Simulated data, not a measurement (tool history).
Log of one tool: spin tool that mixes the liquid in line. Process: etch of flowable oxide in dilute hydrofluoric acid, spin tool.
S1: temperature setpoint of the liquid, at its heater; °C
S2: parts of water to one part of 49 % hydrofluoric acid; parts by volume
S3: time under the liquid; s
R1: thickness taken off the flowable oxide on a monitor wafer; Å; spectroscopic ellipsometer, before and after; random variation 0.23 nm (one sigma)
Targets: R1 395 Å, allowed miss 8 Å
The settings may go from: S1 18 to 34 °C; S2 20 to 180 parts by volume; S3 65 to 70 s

| run | hour | S1 | S2 | S3 | R1 |
|---|---|---|---|---|---|
| 1 | 0 | 26 | 100 | 65 | 211.47 |
| 2 | 8.4 | 27 | 95 | 65 | 233.85 |
| 3 | 11.3 | 28 | 90 | 65 | 259.03 |
| 4 | 14.3 | 30.5 | 90 | 65 | 284.8 |
| 5 | 15.8 | 31 | 90 | 65 | 291.09 |
| 6 | 20.7 | 31 | 75 | 65 | 351.6 |
| 7 | 24.3 | 31.5 | 75 | 65 | 358.04 |
| 8 | 32.9 | 32 | 75 | 65 | 369.02 |
| 9 | 39 | 33 | 75 | 65 | 382.24 |

5 next moves are on the table. One of them brings every result within its allowed miss. Which?
| A | 45.1 | 34 | 80 | 70 | ? |
| B | 45.1 | 33 | 80 | 65 | ? |
| C | 45.1 | 33 | 75 | 70 | ? |
| D | 45.1 | 30.5 | 75 | 70 | ? |
| E | 45.1 | 33.5 | 75 | 70 | ? |

| move | R1 |
|---|---|
| A | 399.33 |
| B | 357.07 |
| C | 413.25 |
| D | 375.33 |
| E | 421.18 |
A: meets every target
B: further off than the last run
C: takes the result that was furthest off past its target
D: further off than the last run
E: takes the result that was furthest off past its target
Answer: A
